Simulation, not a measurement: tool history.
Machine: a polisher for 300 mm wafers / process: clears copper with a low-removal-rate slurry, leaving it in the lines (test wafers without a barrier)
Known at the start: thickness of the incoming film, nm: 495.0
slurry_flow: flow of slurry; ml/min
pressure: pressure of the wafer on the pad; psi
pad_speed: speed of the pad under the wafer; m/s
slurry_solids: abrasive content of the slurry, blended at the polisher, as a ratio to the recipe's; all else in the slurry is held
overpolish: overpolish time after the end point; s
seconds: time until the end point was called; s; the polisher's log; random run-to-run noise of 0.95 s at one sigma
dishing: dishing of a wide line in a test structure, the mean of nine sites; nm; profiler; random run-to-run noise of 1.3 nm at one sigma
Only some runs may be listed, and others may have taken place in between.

{"run": 1, "hour": 0.0, "slurry_flow": 190, "pressure": 3.7, "pad_speed": 1.22, "slurry_solids": 1.0, "overpolish": 14, "seconds": 103.28, "dishing": 45.872}
{"run": 2, "hour": 4.1, "slurry_flow": 190, "pressure": 4.1, "pad_speed": 1.22, "slurry_solids": 1.0, "overpolish": 15, "seconds": 92.029, "dishing": 53.33}
{"run": 3, "hour": 11.0, "slurry_flow": 190, "pressure": 4.4, "pad_speed": 1.22, "slurry_solids": 1.0, "overpolish": 16, "seconds": 85.98, "dishing": 58.242}
{"run": 4, "hour": 18.2, "slurry_flow": 190, "pressure": 4.6, "pad_speed": 1.22, "slurry_solids": 1.0, "overpolish": 17, "seconds": 80.599, "dishing": 64.089}
{"run": 5, "hour": 19.0, "slurry_flow": 190, "pressure": 5.1, "pad_speed": 1.22, "slurry_solids": 1.0, "overpolish": 17, "seconds": 76.519, "dishing": 67.167}
{"run": 6, "hour": 26.4, "slurry_flow": 220, "pressure": 5.1, "pad_speed": 1.22, "slurry_solids": 1.0, "overpolish": 17, "seconds": 72.928, "dishing": 66.475}

Predict the results of run 7:
{"run": 7, "hour": 30.0, "slurry_flow": 210, "pressure": 5.1, "pad_speed": 1.22, "slurry_solids": 1.0, "overpolish": 18, "seconds": "?", "dishing": "?"}

{"run 7": {"seconds": 73.169, "dishing": 70.145}}

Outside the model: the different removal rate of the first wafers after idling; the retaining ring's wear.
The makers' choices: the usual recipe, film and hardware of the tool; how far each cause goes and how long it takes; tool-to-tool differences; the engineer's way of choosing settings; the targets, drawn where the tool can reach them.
